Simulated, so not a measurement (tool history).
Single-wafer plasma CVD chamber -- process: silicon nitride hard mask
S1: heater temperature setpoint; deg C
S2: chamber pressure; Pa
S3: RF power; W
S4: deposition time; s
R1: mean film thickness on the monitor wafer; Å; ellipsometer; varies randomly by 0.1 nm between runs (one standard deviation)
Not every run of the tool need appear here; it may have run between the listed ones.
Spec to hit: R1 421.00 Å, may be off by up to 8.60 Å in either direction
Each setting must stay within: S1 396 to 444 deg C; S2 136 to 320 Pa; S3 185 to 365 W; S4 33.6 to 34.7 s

run 1 hour=0.0 | S1=420 S2=228 S3=275 S4=33.6 | R1=371.72
run 2 hour=7.4 | S1=420 S2=228 S3=255 S4=33.6 | R1=356.02
run 3 hour=15.4 | S1=420 S2=252 S3=255 S4=33.6 | R1=367.93
run 4 hour=16.4 | S1=420 S2=269 S3=265 S4=33.7 | R1=389.31
run 5 hour=17.9 | S1=420 S2=283 S3=265 S4=33.7 | R1=395.26
run 6 hour=18.6 | S1=420 S2=293 S3=270 S4=33.7 | R1=405.00
run 7 hour=27.6 | S1=420 S2=300 S3=270 S4=33.7 | R1=406.85
run 8 hour=28.9 | S1=420 S2=305 S3=270 S4=33.7 | R1=412.60
run 9 hour=33.4 | S1=420 S2=309 S3=270 S4=33.7 | R1=411.63

Which one of the following 5 next-run settings gets every result inside its allowed miss? There is exactly one.
run A hour=37.9 | S1=419 S2=303 S3=255 S4=33.9 | R1=?
run B hour=37.9 | S1=414 S2=319 S3=240 S4=34.7 | R1=?
run C hour=37.9 | S1=421 S2=292 S3=265 S4=34.2 | R1=?
run D hour=37.9 | S1=407 S2=305 S3=280 S4=33.9 | R1=?
run E hour=37.9 | S1=423 S2=264 S3=265 S4=34.7 | R1=?

move=A R1=398.01
move=B R1=399.46
move=C R1=406.40
move=D R1=425.09
move=E R1=397.57
A: misses by more than the last run did
B: misses by more than the last run did
C: misses by more than the last run did
D: in spec on every target
E: misses by more than the last run did
D meets every target.

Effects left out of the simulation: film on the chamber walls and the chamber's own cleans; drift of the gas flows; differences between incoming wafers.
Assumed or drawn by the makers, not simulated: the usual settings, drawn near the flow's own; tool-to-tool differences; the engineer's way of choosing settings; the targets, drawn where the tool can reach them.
